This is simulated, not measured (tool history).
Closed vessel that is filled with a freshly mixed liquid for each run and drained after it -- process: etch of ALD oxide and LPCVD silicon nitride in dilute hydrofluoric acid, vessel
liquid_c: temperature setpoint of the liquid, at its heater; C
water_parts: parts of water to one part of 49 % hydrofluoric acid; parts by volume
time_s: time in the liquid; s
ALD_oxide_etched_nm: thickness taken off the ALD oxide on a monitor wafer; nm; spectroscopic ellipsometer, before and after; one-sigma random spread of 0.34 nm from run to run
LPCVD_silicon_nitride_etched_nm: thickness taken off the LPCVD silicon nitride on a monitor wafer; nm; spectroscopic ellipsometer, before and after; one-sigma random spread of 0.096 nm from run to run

| run | day | liquid_c | water_parts | time_s | ALD_oxide_etched_nm | LPCVD_silicon_nitride_etched_nm |
|---|---|---|---|---|---|---|
| 1 | 0.000 | 25.0 | 280 | 925 | 36.045 | 1.8423 |
| 2 | 0.179 | 25.0 | 205 | 925 | 52.505 | 2.6091 |
| 3 | 0.529 | 26.0 | 195 | 925 | 57.924 | 2.8840 |
| 4 | 0.900 | 26.0 | 120 | 925 | 103.480 | 4.7555 |
| 5 | 1.108 | 25.5 | 125 | 930 | 97.081 | 4.3333 |
| 6 | 1.338 | 26.0 | 135 | 935 | 91.100 | 4.1501 |
| 7 | 1.404 | 26.0 | 140 | 940 | 87.629 | 4.0462 |

What does the tool deliver on the next run?
| 8 | 1.800 | 26.5 | 145 | 945 | ? | ? |

Run 8 gave ALD_oxide_etched_nm 86.621 nm, LPCVD_silicon_nitride_etched_nm 4.0529 nm.
